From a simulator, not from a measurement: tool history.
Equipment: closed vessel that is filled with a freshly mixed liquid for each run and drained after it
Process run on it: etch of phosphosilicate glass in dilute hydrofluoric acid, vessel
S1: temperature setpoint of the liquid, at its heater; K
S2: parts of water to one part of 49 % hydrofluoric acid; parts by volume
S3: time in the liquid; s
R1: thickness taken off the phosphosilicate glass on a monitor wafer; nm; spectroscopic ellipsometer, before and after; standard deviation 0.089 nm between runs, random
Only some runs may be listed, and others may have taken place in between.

Run 1, hour 0: S1 295.15 K, S2 195 parts by volume, S3 50 s. Result: R1 29.313 nm.
Run 2, hour 6.3: S1 293.65 K, S2 215 parts by volume, S3 50 s. Result: R1 24.643 nm.
Run 3, hour 13.9: S1 293.65 K, S2 215 parts by volume, S3 40 s. Result: R1 19.761 nm.
Run 4, hour 22.3: S1 295.15 K, S2 215 parts by volume, S3 40 s. Result: R1 20.862 nm.
Run 5, hour 29.2: S1 295.15 K, S2 215 parts by volume, S3 40 s. Result: R1 20.62 nm.
Run 6, hour 37.4: S1 294.15 K, S2 220 parts by volume, S3 40 s. Result: R1 19.427 nm.
Run 7, hour 44.1: S1 293.15 K, S2 220 parts by volume, S3 40 s. Result: R1 18.636 nm.

What does the tool deliver on the next run?
Run 8, hour 52: S1 292.15 K, S2 220 parts by volume, S3 40 s. Result: R1 ?.

Run 8 produced R1 18.132 nm.
